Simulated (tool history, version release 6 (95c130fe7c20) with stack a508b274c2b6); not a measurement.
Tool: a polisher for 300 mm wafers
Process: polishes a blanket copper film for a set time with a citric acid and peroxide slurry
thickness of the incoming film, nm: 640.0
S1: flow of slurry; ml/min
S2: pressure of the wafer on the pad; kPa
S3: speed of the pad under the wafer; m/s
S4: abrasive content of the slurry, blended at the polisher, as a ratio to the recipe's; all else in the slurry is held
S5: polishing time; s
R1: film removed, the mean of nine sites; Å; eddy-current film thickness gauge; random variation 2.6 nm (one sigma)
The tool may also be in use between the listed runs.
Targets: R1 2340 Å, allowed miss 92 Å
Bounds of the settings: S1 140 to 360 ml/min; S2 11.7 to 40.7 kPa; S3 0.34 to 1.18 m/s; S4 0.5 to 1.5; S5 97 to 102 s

run,hour,S1,S2,S3,S4,S5,R1
1,0,230,26.2,0.76,1,97,1635.6
2,5.5,230,26.2,0.92,1,97,1911.3
3,10.3,230,20,0.92,1,97,1469.1
4,11.7,230,20,0.92,1,102,1556.6
5,12.3,190,20,0.92,1,102,1489.4
6,15.2,210,22.1,0.92,1,102,1640.5
7,22.9,230,23.4,0.92,1,102,1770.7
# hour 29.3: worn pad replaced by a new one
8,29.3,265,30.3,0.94,1,102,2426.4

5 next moves are on the table. One of them brings every result within its allowed miss. Which?
A,35.7,260,31.7,0.98,0.9,102,?
B,35.7,270,30.3,0.96,1,102,?
C,35.7,275,31.7,0.84,1.2,97,?
D,35.7,265,29.6,0.96,1.15,102,?
E,35.7,260,29.6,1.04,1.1,102,?

move,R1
A,2523.9
B,2468.6
C,2357.2
D,2506
E,2611.1
A: further off than the last run
B: further off than the last run
C: meets every target
D: further off than the last run
E: further off than the last run
The right move is C.
